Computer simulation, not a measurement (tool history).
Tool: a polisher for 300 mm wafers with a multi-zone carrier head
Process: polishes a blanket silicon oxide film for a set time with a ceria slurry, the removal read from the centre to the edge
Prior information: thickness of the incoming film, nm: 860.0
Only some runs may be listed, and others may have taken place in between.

run  hour  flow of slurry (ml/min)  pressure of the head's centre zone  pressure of the head's middle zone  pressure of the head's edge zone  polishing time (s)  film removed at the wafer's centre (angstrom)  film removed at mid-radius (angstrom)  film removed at the wafer's edge (angstrom)
  1   0.0                      125                                1.00                                1.00                              1.00                  60                                         2275.4                                 2254.9                                       2247.9
  2   6.5                      110                                0.94                                0.99                              0.96                  50                                         1709.4                                 1783.6                                       1786.2
  3  12.0                      110                                0.94                                0.99                              0.96                  65                                         2197.1                                 2332.5                                       2276.7
  4  20.2                      100                                0.90                                1.00                              0.96                  54                                         1752.8                                 1877.0                                       1907.8
  5  28.0                      100                                0.90                                1.00                              0.96                  65                                         1999.5                                 2263.0                                       2331.8
  6  31.0                      100                                0.90                                1.00                              0.96                  78                                         2471.1                                 2743.3                                       2737.5
  7  35.3                       75                                0.81                                0.92                              0.86                  61                                         1579.9                                 1840.5                                       1911.7

Predict the results of run 8:
  8  36.5                       75                                0.81                                0.94                              0.86                  51                                              ?                                      ?                                            ?

Run 8 gave film removed at the wafer's centre (angstrom) 1270.7, film removed at mid-radius (angstrom) 1592.1, film removed at the wafer's edge (angstrom) 1615.8.
